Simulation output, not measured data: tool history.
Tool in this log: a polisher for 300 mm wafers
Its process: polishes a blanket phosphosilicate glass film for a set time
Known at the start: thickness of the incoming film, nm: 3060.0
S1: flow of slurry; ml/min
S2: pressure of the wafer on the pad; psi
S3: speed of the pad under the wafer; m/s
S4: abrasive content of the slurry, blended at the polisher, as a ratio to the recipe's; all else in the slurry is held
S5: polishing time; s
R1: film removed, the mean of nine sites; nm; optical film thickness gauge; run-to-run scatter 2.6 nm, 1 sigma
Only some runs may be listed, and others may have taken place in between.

{"run": 1, "hour": 0.0, "S1": 140, "S2": 2.5, "S3": 1.3, "S4": 1, "S5": 69, "R1": 561.33}
{"run": 2, "hour": 5.8, "S1": 130, "S2": 2.3, "S3": 1.3, "S4": 1, "S5": 69, "R1": 516.61}
{"run": 3, "hour": 7.5, "S1": 130, "S2": 2.3, "S3": 1.3, "S4": 0.85, "S5": 69, "R1": 479.75}
{"run": 4, "hour": 9.5, "S1": 130, "S2": 2.3, "S3": 1.3, "S4": 0.7, "S5": 69, "R1": 436.96}
{"run": 5, "hour": 11.6, "S1": 130, "S2": 2.3, "S3": 1.3, "S4": 0.55, "S5": 69, "R1": 392.13}
{"run": 6, "hour": 16.2, "S1": 130, "S2": 2.3, "S3": 1.6, "S4": 0.55, "S5": 69, "R1": 463.73}
{"run": 7, "hour": 22.0, "S1": 125, "S2": 2.2, "S3": 1.6, "S4": 0.55, "S5": 69, "R1": 442.32}
{"run": 8, "hour": 28.8, "S1": 120, "S2": 2.2, "S3": 1.6, "S4": 0.55, "S5": 69, "R1": 440.84}

Estimate the outcome of run 9 from the log above:
{"run": 9, "hour": 35.6, "S1": 115, "S2": 2.2, "S3": 1.6, "S4": 0.55, "S5": 69, "R1": "?"}

For run 9 the tool returned R1 433.84 nm.
